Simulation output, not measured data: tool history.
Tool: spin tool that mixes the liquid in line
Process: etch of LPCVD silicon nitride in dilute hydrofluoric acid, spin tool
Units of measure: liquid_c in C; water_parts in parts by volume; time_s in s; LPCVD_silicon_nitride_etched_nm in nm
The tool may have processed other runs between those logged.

run  hour  liquid_c  water_parts  time_s  LPCVD_silicon_nitride_etched_nm
  1     0        20           50      95                          0.69701
  2   7.1      18.5           50      95                          0.63873
  3  12.7        22           50      95                          0.83224
  4  13.9      24.5           50      95                          0.99705
  5  15.1        25           50      95                          0.99296
  6  17.8        25           60      95                          0.78521

Run 7 comes next. What will it give?
  7  23.6      25.5           55      95                                ?

{"run 7": {"LPCVD_silicon_nitride_etched_nm": 0.92843}}

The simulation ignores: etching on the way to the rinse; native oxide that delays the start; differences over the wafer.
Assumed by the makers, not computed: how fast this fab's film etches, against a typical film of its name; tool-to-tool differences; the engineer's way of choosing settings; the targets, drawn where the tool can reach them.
